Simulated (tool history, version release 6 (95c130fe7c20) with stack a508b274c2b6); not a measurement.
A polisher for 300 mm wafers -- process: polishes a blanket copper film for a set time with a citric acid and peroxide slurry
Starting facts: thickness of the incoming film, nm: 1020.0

run    day  flow of slurry (ml/min)  pressure of the wafer on the pad (psi)  speed of the pad under the wafer (m/s)  abrasive content of the slurry  polishing time (s)  film removed (Å)
  1      0                      160                                       4                                    0.94                               1                  97            3115.8
  2  0.217                      160                                       4                                    0.94                             0.9                  97            2994.8
  3   0.45                      160                                     3.5                                    0.94                             0.9                  97            2649.7
  4  0.533                      160                                     3.5                                    0.94                            0.75                  97            2522.4
  5  0.558                      165                                       4                                    0.94                            0.75                  97            2848.5
  6  0.638                      165                                     4.5                                    0.94                            0.75                  97            3155.2

What will run 7 give?
  7  0.692                      170                                     4.8                                    0.94                            0.75                  97                 ?

Run 7 came out at film removed (Å) 3475.4.
